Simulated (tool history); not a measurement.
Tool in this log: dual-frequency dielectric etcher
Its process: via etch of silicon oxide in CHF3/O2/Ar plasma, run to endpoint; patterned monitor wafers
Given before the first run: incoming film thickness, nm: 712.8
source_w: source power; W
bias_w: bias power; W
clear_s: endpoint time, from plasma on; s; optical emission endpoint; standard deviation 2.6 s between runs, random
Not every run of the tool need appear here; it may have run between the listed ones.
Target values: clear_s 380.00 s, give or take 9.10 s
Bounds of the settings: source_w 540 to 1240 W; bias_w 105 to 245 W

{"run": 1, "day": 0.0, "source_w": 890, "bias_w": 175, "clear_s": 305.39}
{"run": 2, "day": 0.175, "source_w": 840, "bias_w": 169, "clear_s": 318.84}
{"run": 3, "day": 0.462, "source_w": 960, "bias_w": 169, "clear_s": 310.78}
{"run": 4, "day": 0.558, "source_w": 940, "bias_w": 160, "clear_s": 318.79}
{"run": 5, "day": 0.592, "source_w": 910, "bias_w": 154, "clear_s": 326.5}
{"run": 6, "day": 0.696, "source_w": 910, "bias_w": 175, "clear_s": 309.17}
{"run": 7, "day": 0.721, "source_w": 880, "bias_w": 166, "clear_s": 320.92}
{"run": 8, "day": 1.0, "source_w": 840, "bias_w": 162, "clear_s": 323.72}
{"run": 9, "day": 1.046, "source_w": 820, "bias_w": 155, "clear_s": 333.25}
{"run": 10, "day": 1.162, "source_w": 800, "bias_w": 150, "clear_s": 338.44}
{"run": 11, "day": 1.196, "source_w": 780, "bias_w": 146, "clear_s": 349.65}

Of the 5 settings listed for the next run, only one would bring every result within its allowed miss of target. Which one?
{"run": "A", "day": 1.229, "source_w": 710, "bias_w": 117, "clear_s": "?"}
{"run": "B", "day": 1.229, "source_w": 650, "bias_w": 131, "clear_s": "?"}
{"run": "C", "day": 1.229, "source_w": 840, "bias_w": 133, "clear_s": "?"}
{"run": "D", "day": 1.229, "source_w": 970, "bias_w": 163, "clear_s": "?"}
{"run": "E", "day": 1.229, "source_w": 720, "bias_w": 160, "clear_s": "?"}

move=A clear_s=398.71
move=B clear_s=385.36
move=C clear_s=359.51
move=D clear_s=315.20
move=E clear_s=342.41
A: moves the result that the last run missed by most past its target, out the other side
B: all results in spec
C: closer than the last run, but not yet in spec
D: misses by more than the last run did
E: misses by more than the last run did
B is the move that brings every result within its allowed miss.
